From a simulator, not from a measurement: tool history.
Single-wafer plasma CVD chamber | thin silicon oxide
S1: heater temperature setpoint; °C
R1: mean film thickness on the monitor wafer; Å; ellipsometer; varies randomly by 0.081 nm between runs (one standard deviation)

Run 1, day 0: S1 420 °C, chamber pressure (Torr) 0.584, RF power (W) 370, deposition time (s) 7.76. Result: R1 117.6 Å.
Run 2, day 0.088: S1 420 °C, chamber pressure (Torr) 0.584, RF power (W) 370, deposition time (s) 8. Result: R1 120.23 Å.
Run 3, day 0.379: S1 420 °C, chamber pressure (Torr) 0.614, RF power (W) 370, deposition time (s) 8. Result: R1 126.9 Å.
Run 4, day 0.738: S1 420 °C, chamber pressure (Torr) 0.639, RF power (W) 370, deposition time (s) 8. Result: R1 132.54 Å.
Run 5, day 1.012: S1 413 °C, chamber pressure (Torr) 0.639, RF power (W) 370, deposition time (s) 8. Result: R1 132.71 Å.
Run 6, day 1.067: S1 413 °C, chamber pressure (Torr) 0.658, RF power (W) 370, deposition time (s) 8. Result: R1 135.68 Å.
Run 7, day 1.438: S1 413 °C, chamber pressure (Torr) 0.675, RF power (W) 370, deposition time (s) 8. Result: R1 138.37 Å.
At day 1.467: capacitance manometer re-zeroed and calibrated.
Run 8, day 1.467: S1 413 °C, chamber pressure (Torr) 0.69, RF power (W) 370, deposition time (s) 8. Result: R1 135 Å.

Run 9 has not been measured yet. What should we expect?
Run 9, day 1.825: S1 413 °C, chamber pressure (Torr) 0.719, RF power (W) 375, deposition time (s) 8. Result: R1 ?.

R1: 139.16 Å
